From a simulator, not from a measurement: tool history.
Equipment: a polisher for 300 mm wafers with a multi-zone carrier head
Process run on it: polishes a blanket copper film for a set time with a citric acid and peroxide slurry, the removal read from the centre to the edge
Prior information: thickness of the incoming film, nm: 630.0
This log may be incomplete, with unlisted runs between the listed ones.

| run | day | flow of slurry (ml/min) | pressure of the head's centre zone | pressure of the head's middle zone | pressure of the head's edge zone | abrasive content of the slurry | polishing time (s) | film removed at the wafer's centre (angstrom) | film removed at mid-radius (angstrom) | film removed at the wafer's edge (angstrom) |
|---|---|---|---|---|---|---|---|---|---|---|
| 1 | 0 | 175 | 1 | 1 | 1 | 1 | 48 | 1262.5 | 1216.5 | 1250.5 |
| 2 | 0.204 | 170 | 1.02 | 0.97 | 0.95 | 0.85 | 48 | 1215.1 | 1149.4 | 1122.6 |
| 3 | 0.308 | 170 | 1.02 | 1.04 | 0.95 | 0.85 | 48 | 1223.5 | 1206 | 1151 |
| 4 | 0.646 | 160 | 1.04 | 0.97 | 0.94 | 0.8 | 48 | 1228 | 1127.7 | 1091.2 |
| 5 | 0.808 | 130 | 1.04 | 0.97 | 0.94 | 0.8 | 48 | 1199.2 | 1106.5 | 1110.4 |
| 6 | 0.908 | 130 | 1.04 | 0.97 | 1.02 | 0.8 | 48 | 1192.1 | 1103.8 | 1137 |
| 7 | 1.196 | 130 | 1.05 | 0.93 | 0.99 | 0.75 | 48 | 1175.7 | 1047 | 1113.1 |
| 8 | 1.571 | 130 | 1.05 | 0.93 | 0.99 | 0.75 | 48 | 1186.9 | 1049.1 | 1118.1 |
| 9 | 1.867 | 135 | 1.06 | 0.91 | 0.95 | 0.7 | 48 | 1177.4 | 1017.4 | 1076.3 |

Estimate the outcome of run 10 from the log above:
| 10 | 2.212 | 140 | 1.07 | 0.9 | 0.92 | 0.65 | 48 | ? | ? | ? |

film removed at the wafer's centre (angstrom): 1185
film removed at mid-radius (angstrom): 1003.7
film removed at the wafer's edge (angstrom): 1034.4
